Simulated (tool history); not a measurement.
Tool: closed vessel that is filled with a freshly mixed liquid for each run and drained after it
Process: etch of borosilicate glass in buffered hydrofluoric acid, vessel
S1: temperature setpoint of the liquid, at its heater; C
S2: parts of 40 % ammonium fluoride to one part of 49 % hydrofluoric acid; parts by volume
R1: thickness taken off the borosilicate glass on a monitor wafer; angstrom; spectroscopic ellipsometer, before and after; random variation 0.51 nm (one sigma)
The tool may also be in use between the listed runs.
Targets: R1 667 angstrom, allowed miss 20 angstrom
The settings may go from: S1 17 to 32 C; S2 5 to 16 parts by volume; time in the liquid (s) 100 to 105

Run 1, day 0: S1 24 C, S2 9.5 parts by volume, time in the liquid (s) 100. Result: R1 1379.5 angstrom.
Run 2, day 0.175: S1 24 C, S2 9.5 parts by volume, time in the liquid (s) 105. Result: R1 1430.6 angstrom.
Run 3, day 0.388: S1 24 C, S2 9.5 parts by volume, time in the liquid (s) 105. Result: R1 1452.5 angstrom.
Run 4, day 0.633: S1 24 C, S2 9.5 parts by volume, time in the liquid (s) 100. Result: R1 1391.5 angstrom.
Run 5, day 0.942: S1 24 C, S2 9.5 parts by volume, time in the liquid (s) 105. Result: R1 1461.5 angstrom.
Run 6, day 1.1: S1 24 C, S2 9.5 parts by volume, time in the liquid (s) 100. Result: R1 1376 angstrom.
Run 7, day 1.454: S1 22.5 C, S2 10.5 parts by volume, time in the liquid (s) 100. Result: R1 1171.2 angstrom.
Run 8, day 1.608: S1 21 C, S2 11.5 parts by volume, time in the liquid (s) 100. Result: R1 984.32 angstrom.
Run 9, day 1.867: S1 20 C, S2 12 parts by volume, time in the liquid (s) 100. Result: R1 899.74 angstrom.
Run 10, day 2.225: S1 19.5 C, S2 12.5 parts by volume, time in the liquid (s) 100. Result: R1 837.13 angstrom.
Run 11, day 2.358: S1 19 C, S2 13 parts by volume, time in the liquid (s) 100. Result: R1 785.49 angstrom.
Run 12, day 2.488: S1 18.5 C, S2 13 parts by volume, time in the liquid (s) 100. Result: R1 755.84 angstrom.
Run 13, day 2.754: S1 18 C, S2 13 parts by volume, time in the liquid (s) 100. Result: R1 738.3 angstrom.
Run 14, day 2.854: S1 17.5 C, S2 13.5 parts by volume, time in the liquid (s) 100. Result: R1 682.57 angstrom.

4 next moves are on the table. One of them brings every result within its allowed miss. Which?
Run A, day 2.954: S1 20.5 C, S2 15.5 parts by volume, time in the liquid (s) 100. Result: R1 ?.
Run B, day 2.954: S1 18.5 C, S2 14 parts by volume, time in the liquid (s) 105. Result: R1 ?.
Run C, day 2.954: S1 17.5 C, S2 14 parts by volume, time in the liquid (s) 100. Result: R1 ?.
Run D, day 2.954: S1 17.5 C, S2 13 parts by volume, time in the liquid (s) 100. Result: R1 ?.

move      R1
   A  713.26
   B  742.03
   C  668.49
   D  719.49
A: further off than the last run
B: further off than the last run
C: meets every target
D: further off than the last run
Move C is the one to make.

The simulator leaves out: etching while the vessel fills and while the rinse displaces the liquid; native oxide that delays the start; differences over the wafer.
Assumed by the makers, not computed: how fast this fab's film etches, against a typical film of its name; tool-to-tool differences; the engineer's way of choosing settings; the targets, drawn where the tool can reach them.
